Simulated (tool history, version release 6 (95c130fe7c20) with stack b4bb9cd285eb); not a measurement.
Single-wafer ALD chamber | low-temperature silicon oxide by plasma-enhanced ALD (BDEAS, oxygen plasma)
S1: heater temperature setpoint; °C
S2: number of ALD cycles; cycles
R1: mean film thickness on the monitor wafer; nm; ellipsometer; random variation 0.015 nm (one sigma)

run	hour	S1	S2	R1
1	0	115	31	4.4017
2	3.5	123	31	4.2998
3	12.2	123	28	3.8901
4	17.5	123	24	3.3248
5	20.9	121	24	3.3585
6	29.5	121	27	3.756
7	31.4	123	27	3.7367
8	37.5	124	27	3.71

Forecast run 9:
9	44.4	126	27	?

{"run 9": {"R1": 3.7156}}
